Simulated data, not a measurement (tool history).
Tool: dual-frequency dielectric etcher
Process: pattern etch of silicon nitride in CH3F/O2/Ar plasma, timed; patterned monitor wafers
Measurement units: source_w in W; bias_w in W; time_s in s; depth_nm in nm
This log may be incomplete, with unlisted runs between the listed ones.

run,hour,source_w,bias_w,time_s,depth_nm
1,0,280,72,56,34.685
2,3.3,260,68,55.5,32.951
3,7.3,260,68,56,33.033
4,9.9,260,61,56,31.84
5,18,240,59,56,30.786
6,19.1,230,58,56,29.998
7,20.7,220,57,56,29.496
8,24.8,210,57,56,29.241

What does the tool deliver on the next run?
9,25.7,200,57,56,?

Run 9 produced depth_nm 28.611 nm.

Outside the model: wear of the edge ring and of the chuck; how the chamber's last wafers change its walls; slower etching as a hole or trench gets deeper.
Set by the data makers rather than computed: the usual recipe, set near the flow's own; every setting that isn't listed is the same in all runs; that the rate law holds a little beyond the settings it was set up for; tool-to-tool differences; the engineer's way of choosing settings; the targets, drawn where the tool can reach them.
